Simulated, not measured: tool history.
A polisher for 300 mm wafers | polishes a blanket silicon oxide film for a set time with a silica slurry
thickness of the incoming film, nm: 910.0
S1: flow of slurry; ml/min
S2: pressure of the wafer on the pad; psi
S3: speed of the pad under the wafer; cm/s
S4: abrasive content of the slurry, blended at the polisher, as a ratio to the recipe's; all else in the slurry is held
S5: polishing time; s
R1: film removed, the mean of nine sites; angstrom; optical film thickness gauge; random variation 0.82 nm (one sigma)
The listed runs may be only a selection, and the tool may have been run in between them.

run,day,S1,S2,S3,S4,S5,R1
1,0.000,170,5.1,94,1.0,77,2100.8
2,0.200,170,5.1,94,0.8,77,1814.8
3,0.408,165,4.8,94,0.8,77,1711.8
4,0.608,165,4.8,94,0.8,77,1690.1
5,0.712,155,4.6,94,0.8,77,1629.4
6,1.008,190,4.6,94,0.8,77,1678.4
7,1.196,180,4.4,94,0.8,77,1607.6

Run 8 comes next. What will it give?
8,1.546,170,4.3,94,0.8,77,?

Run 8 measured R1 1543.4 angstrom.

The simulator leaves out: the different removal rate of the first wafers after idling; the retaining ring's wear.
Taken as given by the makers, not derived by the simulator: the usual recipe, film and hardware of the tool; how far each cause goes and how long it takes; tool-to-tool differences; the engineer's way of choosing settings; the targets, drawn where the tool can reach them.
